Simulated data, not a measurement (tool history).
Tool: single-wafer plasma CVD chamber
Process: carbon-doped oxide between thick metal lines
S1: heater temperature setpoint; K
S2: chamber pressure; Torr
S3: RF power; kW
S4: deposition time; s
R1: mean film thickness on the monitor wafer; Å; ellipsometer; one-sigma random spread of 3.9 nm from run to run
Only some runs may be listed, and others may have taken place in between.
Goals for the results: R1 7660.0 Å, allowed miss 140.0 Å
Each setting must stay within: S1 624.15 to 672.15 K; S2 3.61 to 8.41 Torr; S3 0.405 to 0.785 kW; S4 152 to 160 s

run,hour,S1,S2,S3,S4,R1
1,0.0,648.15,6.01,0.595,160,9042.1
2,5.9,648.15,6.01,0.595,152,8571.8
3,7.8,648.15,6.01,0.595,160,9029.0
4,15.2,648.15,7.09,0.595,160,9169.9
5,23.8,649.15,6.85,0.565,159,8769.5
6,27.1,649.15,6.85,0.565,152,8386.8
7,30.4,655.15,5.65,0.495,152,7355.5
8,37.2,654.15,5.75,0.495,152,7350.4
9,42.6,653.15,5.86,0.495,152,7409.2
10,47.7,652.15,5.95,0.495,152,7402.4

5 candidate next runs follow, results not yet known. Just one meets every target within its allowed miss. Identify it.
A,52.8,649.15,5.89,0.490,156,?
B,52.8,652.15,6.02,0.490,152,?
C,52.8,655.15,5.73,0.490,152,?
D,52.8,650.15,6.25,0.480,152,?
E,52.8,645.15,5.83,0.465,152,?

move,R1
A,7538.3
B,7321.5
C,7234.3
D,7270.8
E,7086.9
A: all results land within tolerance of their targets
B: its largest miss is bigger than the last run's
C: its largest miss is bigger than the last run's
D: its largest miss is bigger than the last run's
E: its largest miss is bigger than the last run's
A meets every target.
